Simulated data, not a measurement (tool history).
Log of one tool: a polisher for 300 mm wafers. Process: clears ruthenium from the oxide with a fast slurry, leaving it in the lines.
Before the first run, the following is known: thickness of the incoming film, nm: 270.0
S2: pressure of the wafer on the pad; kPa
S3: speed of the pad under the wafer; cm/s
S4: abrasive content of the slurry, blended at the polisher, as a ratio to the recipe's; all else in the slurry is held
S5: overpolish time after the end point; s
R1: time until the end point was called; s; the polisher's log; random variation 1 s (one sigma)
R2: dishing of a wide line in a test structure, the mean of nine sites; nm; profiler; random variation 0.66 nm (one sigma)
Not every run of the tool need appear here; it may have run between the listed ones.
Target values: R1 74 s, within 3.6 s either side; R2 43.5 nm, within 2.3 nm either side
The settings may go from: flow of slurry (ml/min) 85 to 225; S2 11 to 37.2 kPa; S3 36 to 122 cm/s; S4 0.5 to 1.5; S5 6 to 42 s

Run 1, hour 0: flow of slurry (ml/min) 145, S2 24.1 kPa, S3 78 cm/s, S4 1, S5 21 s. Result: R1 54.233 s, R2 75.964 nm.
Run 2, hour 3: flow of slurry (ml/min) 145, S2 22.1 kPa, S3 78 cm/s, S4 1, S5 19 s. Result: R1 61.446 s, R2 64.014 nm.
Run 3, hour 3.7: flow of slurry (ml/min) 145, S2 17.2 kPa, S3 78 cm/s, S4 1, S5 19 s. Result: R1 73.167 s, R2 53.672 nm.
Run 4, hour 12.3: flow of slurry (ml/min) 145, S2 17.2 kPa, S3 78 cm/s, S4 1, S5 18 s. Result: R1 74.119 s, R2 51.79 nm.
Run 5, hour 13.4: flow of slurry (ml/min) 115, S2 17.2 kPa, S3 78 cm/s, S4 1, S5 18 s. Result: R1 79.222 s, R2 50.045 nm.
Run 6, hour 22.4: flow of slurry (ml/min) 115, S2 17.2 kPa, S3 92 cm/s, S4 1, S5 18 s. Result: R1 66.348 s, R2 55.772 nm.
Run 7, hour 30.8: flow of slurry (ml/min) 115, S2 16.5 kPa, S3 92 cm/s, S4 1, S5 17 s. Result: R1 67.301 s, R2 53.362 nm.
Run 8, hour 33.4: flow of slurry (ml/min) 115, S2 15.9 kPa, S3 92 cm/s, S4 1, S5 16 s. Result: R1 71.074 s, R2 47.783 nm.
Run 9, hour 35.8: flow of slurry (ml/min) 115, S2 15.2 kPa, S3 92 cm/s, S4 1, S5 14 s. Result: R1 73.529 s, R2 40.428 nm.

Which one of the following 4 next-run settings gets every result inside its allowed miss? There is exactly one.
Run A, hour 38.2: flow of slurry (ml/min) 85, S2 17.9 kPa, S3 88 cm/s, S4 1.1, S5 13 s. Result: R1 ?, R2 ?.
Run B, hour 38.2: flow of slurry (ml/min) 115, S2 15.9 kPa, S3 86 cm/s, S4 1.1, S5 15 s. Result: R1 ?, R2 ?.
Run C, hour 38.2: flow of slurry (ml/min) 100, S2 15.2 kPa, S3 90 cm/s, S4 1, S5 14 s. Result: R1 ?, R2 ?.
Run D, hour 38.2: flow of slurry (ml/min) 115, S2 15.9 kPa, S3 92 cm/s, S4 0.95, S5 12 s. Result: R1 ?, R2 ?.

move      R1      R2
   A  72.197  40.242
   B  75.345  44.131
   C  79.802  39.286
   D  73.858  36.588
A: moves away from the targets compared with the last run
B: every result within its allowed miss
C: moves away from the targets compared with the last run
D: moves away from the targets compared with the last run
Correct choice: B, which meets every target
